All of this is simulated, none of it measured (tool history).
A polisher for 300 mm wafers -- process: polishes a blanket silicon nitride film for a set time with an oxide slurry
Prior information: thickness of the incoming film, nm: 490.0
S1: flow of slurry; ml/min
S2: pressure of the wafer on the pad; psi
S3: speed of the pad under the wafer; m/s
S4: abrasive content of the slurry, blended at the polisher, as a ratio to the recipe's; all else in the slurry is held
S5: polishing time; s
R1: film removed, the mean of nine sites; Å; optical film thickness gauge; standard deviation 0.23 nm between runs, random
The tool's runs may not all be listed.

run,hour,S1,S2,S3,S4,S5,R1
1,0,205,3.4,1.1,1,64,424.24
2,5.2,205,3.4,1.1,1,67,441.63
3,11.1,205,3.4,0.84,1,67,387.74
4,15.5,245,3.4,0.84,1,67,393.59
5,17.9,240,3.1,0.84,1,67,359.31
6,23.6,210,3.1,0.84,1,67,359.79

Expected results for the next run?
7,28,210,2.9,0.84,1,67,?

Run 7 came out at R1 334.97 Å.

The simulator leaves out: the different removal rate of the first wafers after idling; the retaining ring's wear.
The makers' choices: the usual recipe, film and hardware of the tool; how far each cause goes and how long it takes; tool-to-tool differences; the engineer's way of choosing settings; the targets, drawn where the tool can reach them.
